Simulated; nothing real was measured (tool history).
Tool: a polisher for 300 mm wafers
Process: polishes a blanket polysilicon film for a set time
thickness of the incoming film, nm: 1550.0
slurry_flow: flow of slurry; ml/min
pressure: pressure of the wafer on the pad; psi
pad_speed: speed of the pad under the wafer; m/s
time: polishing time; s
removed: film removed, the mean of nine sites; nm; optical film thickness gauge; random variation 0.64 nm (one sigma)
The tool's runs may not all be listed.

run 1 hour=0.0 | slurry_flow=300 pressure=2.2 pad_speed=0.94 time=20 | removed=102.500
run 2 hour=6.2 | slurry_flow=300 pressure=2.5 pad_speed=0.94 time=20 | removed=119.300
run 3 hour=13.9 | slurry_flow=300 pressure=2.1 pad_speed=0.86 time=20 | removed=90.628
run 4 hour=19.4 | slurry_flow=300 pressure=1.6 pad_speed=0.86 time=20 | removed=71.256
run 5 hour=24.8 | slurry_flow=300 pressure=1.4 pad_speed=0.80 time=20 | removed=58.637
run 6 hour=33.1 | slurry_flow=335 pressure=1.4 pad_speed=0.80 time=20 | removed=58.847
run 7 hour=42.0 | slurry_flow=335 pressure=1.0 pad_speed=0.66 time=19 | removed=33.535
run 8 hour=43.8 | slurry_flow=335 pressure=1.1 pad_speed=0.66 time=19 | removed=36.060

The next listed run, before its measurement:
run 9 hour=46.0 | slurry_flow=335 pressure=1.2 pad_speed=0.66 time=19 | removed=?

Run 9 gave removed 39.733 nm.
